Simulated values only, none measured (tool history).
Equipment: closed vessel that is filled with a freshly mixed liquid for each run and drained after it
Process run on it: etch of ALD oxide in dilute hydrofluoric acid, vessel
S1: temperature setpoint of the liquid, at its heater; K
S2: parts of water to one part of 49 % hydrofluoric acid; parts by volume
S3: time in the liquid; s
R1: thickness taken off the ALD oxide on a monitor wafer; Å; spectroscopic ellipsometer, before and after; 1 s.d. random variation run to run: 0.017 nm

run    day      S1   S2  S3      R1
  1      0  296.15  195  35  33.198
  2  0.154  296.15  195  30  28.494
  3  0.296  295.15  200  30  26.556
  4  0.571  295.15  255  30  19.824
  5  0.821  294.65  255  30  19.621
  6  0.862  294.15  255  30  19.113

The next listed run, before its measurement:
  7  1.221  294.15  255  30   ?

R1: 19.063 Å
